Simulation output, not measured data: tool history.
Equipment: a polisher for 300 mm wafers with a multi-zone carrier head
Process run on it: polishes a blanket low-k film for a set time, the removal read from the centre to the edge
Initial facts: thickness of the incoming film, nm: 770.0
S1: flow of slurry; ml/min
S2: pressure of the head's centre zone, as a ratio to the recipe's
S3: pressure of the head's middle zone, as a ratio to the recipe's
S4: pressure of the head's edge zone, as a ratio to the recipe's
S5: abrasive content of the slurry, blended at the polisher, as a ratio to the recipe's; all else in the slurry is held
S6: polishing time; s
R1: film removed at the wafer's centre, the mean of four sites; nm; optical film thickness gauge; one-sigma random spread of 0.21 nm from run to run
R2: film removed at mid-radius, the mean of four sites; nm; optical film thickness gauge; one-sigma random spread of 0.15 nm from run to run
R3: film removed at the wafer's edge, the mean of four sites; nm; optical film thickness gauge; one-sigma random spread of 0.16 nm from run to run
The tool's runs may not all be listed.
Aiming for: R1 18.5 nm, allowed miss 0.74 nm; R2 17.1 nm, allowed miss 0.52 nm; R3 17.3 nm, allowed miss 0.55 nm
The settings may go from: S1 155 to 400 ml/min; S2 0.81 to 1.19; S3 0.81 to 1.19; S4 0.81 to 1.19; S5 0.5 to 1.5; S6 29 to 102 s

run	hour	S1	S2	S3	S4	S5	S6	R1	R2	R3
1	0	255	1	1	1	1	65	29.056	29.406	30.65
2	5.6	255	1	1	0.92	1	65	28.607	29.603	29.432
3	12.7	255	1.01	0.99	0.9	0.9	61	26.536	26.636	26.27
4	13.3	255	0.97	0.99	0.9	0.9	61	25.878	26.529	26.491
5	21.2	255	0.97	0.99	0.9	1.1	61	27.116	27.894	27.59
6	27.8	255	0.98	0.98	0.89	1	57	25.612	25.561	25.296
7	30.2	245	0.96	0.9	0.83	0.75	41	16.484	15.691	15.954
8	37.2	260	0.97	0.91	0.84	0.75	41	16.118	15.996	16.256
9	44.6	255	0.99	0.92	0.85	0.75	41	16.998	16.01	16.791
10	50.8	255	1	0.93	0.84	0.75	41	16.935	16.241	16.353
11	51.4	260	1.02	0.94	0.85	0.75	41	17.253	16.358	16.556
12	57.6	260	1.03	0.95	0.86	0.75	41	17.853	16.436	16.787
13	58.4	265	1.03	0.96	0.86	0.75	41	17.356	16.719	16.687
14	67.3	265	1.04	0.96	0.87	0.75	41	18.006	16.614	16.668
15	68.7	265	1.04	0.96	0.87	0.75	41	18.129	16.747	16.676
16	73	265	1.04	0.96	0.88	0.75	41	18.204	16.569	16.662

4 candidate next runs follow, results not yet known. Just one meets every target within its allowed miss. Identify it.
A	77.3	270	1.1	0.93	0.97	0.9	38	?	?	?
B	77.3	265	1.02	0.93	0.84	1.05	39	?	?	?
C	77.3	265	1.1	0.95	0.9	0.75	39	?	?	?
D	77.3	270	1.12	1.02	0.9	0.6	40	?	?	?

move	R1	R2	R3
A	18.354	15.894	17.264
B	18.211	17.031	17.312
C	17.848	15.712	16.216
D	17.573	16.037	15.648
A: brings the result that was furthest off to its target, and leaves another outside
B: all results land within tolerance of their targets
C: misses by more than the last run did
D: misses by more than the last run did
Go with B: it meets all targets.
